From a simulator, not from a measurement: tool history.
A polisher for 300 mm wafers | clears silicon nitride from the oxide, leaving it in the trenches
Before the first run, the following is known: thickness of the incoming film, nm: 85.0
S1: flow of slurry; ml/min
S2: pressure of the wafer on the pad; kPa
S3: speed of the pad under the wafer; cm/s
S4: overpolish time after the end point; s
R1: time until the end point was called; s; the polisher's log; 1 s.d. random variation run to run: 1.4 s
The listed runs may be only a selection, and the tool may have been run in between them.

| run | day | S1 | S2 | S3 | S4 | R1 |
|---|---|---|---|---|---|---|
| 1 | 0 | 210 | 15.2 | 104 | 29 | 138.33 |
| 2 | 0.225 | 210 | 15.2 | 82 | 29 | 162.89 |
| 3 | 0.512 | 210 | 15.9 | 82 | 29 | 162.34 |
| 4 | 0.55 | 210 | 15.9 | 58 | 29 | 219.58 |
| 5 | 0.746 | 210 | 15.9 | 58 | 31 | 217.61 |
| 6 | 0.946 | 210 | 15.9 | 58 | 31 | 215.6 |
| 7 | 1.179 | 215 | 20 | 70 | 31 | 161.99 |

Run 8 is up next; what results do you expect?
| 8 | 1.221 | 215 | 20.7 | 72 | 31 | ? |

{"run 8": {"R1": 150.31}}

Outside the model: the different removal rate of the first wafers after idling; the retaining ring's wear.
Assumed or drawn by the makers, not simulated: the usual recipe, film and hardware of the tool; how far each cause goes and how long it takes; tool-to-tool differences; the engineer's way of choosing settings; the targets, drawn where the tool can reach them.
